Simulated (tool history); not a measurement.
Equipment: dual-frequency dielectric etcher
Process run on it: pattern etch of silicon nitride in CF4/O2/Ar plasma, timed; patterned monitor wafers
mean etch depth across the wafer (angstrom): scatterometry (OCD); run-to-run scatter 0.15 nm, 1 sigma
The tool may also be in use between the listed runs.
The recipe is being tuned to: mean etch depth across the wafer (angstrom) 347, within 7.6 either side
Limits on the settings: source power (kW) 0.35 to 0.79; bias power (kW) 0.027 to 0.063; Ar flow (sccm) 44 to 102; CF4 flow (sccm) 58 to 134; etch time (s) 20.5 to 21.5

run	hour	source power (kW)	bias power (kW)	Ar flow (sccm)	CF4 flow (sccm)	etch time (s)	mean etch depth across the wafer (angstrom)
1	0	0.57	0.045	73	96	20.5	402.66
2	7.6	0.57	0.045	73	96	21.5	426.51
3	12.6	0.53	0.045	73	96	21.5	405.57
4	16.4	0.5	0.045	73	96	21.5	392.45
# hour 17.3: Ar flow controller replaced
5	17.3	0.47	0.045	73	96	21.5	379.43
6	19.7	0.45	0.045	73	96	21.5	375.9
7	21.3	0.43	0.045	73	96	21.5	360.39
8	24.7	0.42	0.045	73	96	21.5	356.56

4 candidate next runs follow, results not yet known. Just one meets every target within its allowed miss. Identify it.
A	28.1	0.38	0.041	74	101	21.5	?
B	28.1	0.41	0.043	76	96	20.5	?
C	28.1	0.42	0.045	76	95	21	?
D	28.1	0.43	0.044	71	91	21.5	?

move	mean etch depth across the wafer (angstrom)
A	333.07
B	331.53
C	347.31
D	359.4
A: takes the result that was furthest off past its target
B: takes the result that was furthest off past its target
C: meets every target
D: the biggest miss grows against the last run
C is the move that brings every result within its allowed miss.
